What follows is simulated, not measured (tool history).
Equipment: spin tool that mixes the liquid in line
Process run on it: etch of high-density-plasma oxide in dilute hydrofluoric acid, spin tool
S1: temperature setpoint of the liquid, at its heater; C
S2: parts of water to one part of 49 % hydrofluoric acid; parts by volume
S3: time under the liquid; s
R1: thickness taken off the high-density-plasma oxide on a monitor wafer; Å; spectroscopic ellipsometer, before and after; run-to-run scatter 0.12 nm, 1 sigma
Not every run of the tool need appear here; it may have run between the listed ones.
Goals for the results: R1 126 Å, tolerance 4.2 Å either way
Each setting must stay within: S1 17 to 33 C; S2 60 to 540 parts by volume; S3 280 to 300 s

run 1 hour=0 | S1=25 S2=300 S3=280 | R1=86.601
run 2 hour=8.3 | S1=28 S2=300 S3=280 | R1=95.05
run 3 hour=11.6 | S1=28.5 S2=295 S3=280 | R1=100.46
run 4 hour=13.4 | S1=26 S2=295 S3=280 | R1=92.259
run 5 hour=20.4 | S1=26 S2=205 S3=280 | R1=144.5
run 6 hour=23.7 | S1=26 S2=260 S3=280 | R1=108.4
run 7 hour=28.7 | S1=26.5 S2=260 S3=280 | R1=110.14
run 8 hour=32.1 | S1=27 S2=260 S3=280 | R1=111.22
run 9 hour=38.7 | S1=27.5 S2=260 S3=280 | R1=113.67
run 10 hour=44.7 | S1=28 S2=260 S3=280 | R1=116.1
run 11 hour=47.8 | S1=28.5 S2=260 S3=280 | R1=118.27
run 12 hour=55.9 | S1=29 S2=260 S3=280 | R1=119.68

Exactly one of the 5 candidate moves below puts every result within its allowed miss. Which one?
run A hour=64 | S1=26 S2=245 S3=280 | R1=?
run B hour=64 | S1=28 S2=260 S3=280 | R1=?
run C hour=64 | S1=25.5 S2=250 S3=280 | R1=?
run D hour=64 | S1=28 S2=255 S3=295 | R1=?
run E hour=64 | S1=32.5 S2=270 S3=300 | R1=?

move=A R1=116.04
move=B R1=115.26
move=C R1=111.15
move=D R1=124.5
move=E R1=136.31
A: the biggest miss grows against the last run
B: the biggest miss grows against the last run
C: the biggest miss grows against the last run
D: every result lands within tolerance
E: takes the biggest miss from the last run beyond its target
D is the move that brings every result within its allowed miss.
